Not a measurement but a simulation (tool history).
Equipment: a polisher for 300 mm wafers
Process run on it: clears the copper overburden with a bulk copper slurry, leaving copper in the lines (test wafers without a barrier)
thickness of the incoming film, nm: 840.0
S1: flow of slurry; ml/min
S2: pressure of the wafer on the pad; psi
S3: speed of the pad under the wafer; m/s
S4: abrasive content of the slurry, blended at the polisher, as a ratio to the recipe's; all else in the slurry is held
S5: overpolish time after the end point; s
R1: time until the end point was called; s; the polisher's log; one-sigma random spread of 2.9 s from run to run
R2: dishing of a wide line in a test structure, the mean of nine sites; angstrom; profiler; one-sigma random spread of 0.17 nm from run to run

run,hour,S1,S2,S3,S4,S5,R1,R2
1,0.0,215,2.3,1.18,1.00,16,104.97,659.60
2,2.8,215,2.1,1.18,1.00,16,111.71,632.89
3,7.9,215,1.8,1.18,1.00,16,123.35,584.23
4,16.7,210,1.6,1.02,0.95,13,153.53,436.29
5,25.1,190,1.5,0.94,0.85,11,179.30,336.16
6,28.1,175,1.4,0.92,0.75,10,192.12,290.63

Run 7 comes next. What will it give?
7,34.2,165,1.3,0.90,0.70,9,?,?

R1: 212.04 s
R2: 239.98 angstrom

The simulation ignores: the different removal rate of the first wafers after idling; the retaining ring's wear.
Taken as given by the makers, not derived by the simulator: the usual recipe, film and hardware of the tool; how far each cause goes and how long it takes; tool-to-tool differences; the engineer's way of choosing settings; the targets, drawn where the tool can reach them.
